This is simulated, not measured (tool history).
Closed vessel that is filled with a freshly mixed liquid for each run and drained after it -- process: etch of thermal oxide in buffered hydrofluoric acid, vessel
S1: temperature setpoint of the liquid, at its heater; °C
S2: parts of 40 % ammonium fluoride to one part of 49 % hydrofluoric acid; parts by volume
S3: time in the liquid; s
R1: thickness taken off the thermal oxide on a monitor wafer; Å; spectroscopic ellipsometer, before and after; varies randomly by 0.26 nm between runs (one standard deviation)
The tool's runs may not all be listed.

run 1 hour=0.0 | S1=24.0 S2=18.0 S3=35 | R1=228.73
run 2 hour=5.8 | S1=20.5 S2=18.0 S3=35 | R1=188.51
run 3 hour=7.8 | S1=21.5 S2=18.0 S3=35 | R1=196.35
run 4 hour=15.1 | S1=21.5 S2=22.5 S3=35 | R1=164.53
run 5 hour=20.5 | S1=21.5 S2=22.5 S3=30 | R1=144.90
run 6 hour=21.2 | S1=21.5 S2=18.5 S3=30 | R1=164.84
run 7 hour=27.4 | S1=22.5 S2=18.5 S3=30 | R1=177.75

Expected results for the next run?
run 8 hour=33.1 | S1=22.5 S2=18.5 S3=30 | R1=?

Run 8 produced R1 177.63 Å.
